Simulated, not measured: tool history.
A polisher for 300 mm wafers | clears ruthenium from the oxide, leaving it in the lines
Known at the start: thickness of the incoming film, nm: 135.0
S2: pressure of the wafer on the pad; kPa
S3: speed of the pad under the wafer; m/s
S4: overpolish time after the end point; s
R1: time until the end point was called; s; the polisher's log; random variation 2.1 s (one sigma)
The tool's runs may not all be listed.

Run 1, hour 0.0: flow of slurry (ml/min) 305, S2 14.5 kPa, S3 0.86 m/s, S4 4 s. Result: R1 153.74 s.
Run 2, hour 1.5: flow of slurry (ml/min) 305, S2 17.2 kPa, S3 0.86 m/s, S4 4 s. Result: R1 138.95 s.
Run 3, hour 8.8: flow of slurry (ml/min) 305, S2 17.2 kPa, S3 0.76 m/s, S4 4 s. Result: R1 152.28 s.
Run 4, hour 15.5: flow of slurry (ml/min) 305, S2 17.2 kPa, S3 0.84 m/s, S4 4 s. Result: R1 134.20 s.
Run 5, hour 18.0: flow of slurry (ml/min) 305, S2 17.2 kPa, S3 0.84 m/s, S4 4 s. Result: R1 142.00 s.
Run 6, hour 19.1: flow of slurry (ml/min) 305, S2 17.9 kPa, S3 0.86 m/s, S4 4 s. Result: R1 128.07 s.

Forecast run 7:
Run 7, hour 27.8: flow of slurry (ml/min) 305, S2 18.6 kPa, S3 0.86 m/s, S4 4 s. Result: R1 ?.

{"run 7": {"R1": 127.22}}
